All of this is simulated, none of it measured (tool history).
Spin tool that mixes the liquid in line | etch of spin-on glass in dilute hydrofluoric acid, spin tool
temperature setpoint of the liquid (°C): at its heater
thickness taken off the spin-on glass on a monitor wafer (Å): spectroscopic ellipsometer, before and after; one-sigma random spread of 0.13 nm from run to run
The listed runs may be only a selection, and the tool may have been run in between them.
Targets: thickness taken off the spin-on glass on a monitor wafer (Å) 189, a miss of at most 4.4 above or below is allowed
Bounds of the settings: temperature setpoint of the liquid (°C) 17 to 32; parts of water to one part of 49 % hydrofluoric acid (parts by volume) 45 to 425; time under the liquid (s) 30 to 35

run	hour	temperature setpoint of the liquid (°C)	parts of water to one part of 49 % hydrofluoric acid (parts by volume)	time under the liquid (s)	thickness taken off the spin-on glass on a monitor wafer (Å)
1	0	24	235	35	72.529
2	5.4	26.5	195	35	99.514
3	10.6	28	170	35	124.51
4	15.7	29.5	155	35	145.6
5	19.9	32	155	35	159.55
6	21	32	155	30	136.11
7	26.7	32	135	30	163.01
8	32.6	32	125	30	179.01

Which one of the following 5 next-run settings gets every result inside its allowed miss? There is exactly one.
A	38.5	31.5	130	30	?
B	38.5	32	140	35	?
C	38.5	31.5	125	30	?
D	38.5	32	135	35	?
E	38.5	32	145	35	?

move	thickness taken off the spin-on glass on a monitor wafer (Å)
A	163.96
B	178.32
C	171.71
D	186.22
E	170.99
A: moves away from the targets compared with the last run
B: moves away from the targets compared with the last run
C: moves away from the targets compared with the last run
D: in spec on every target
E: moves away from the targets compared with the last run
The right move is D.
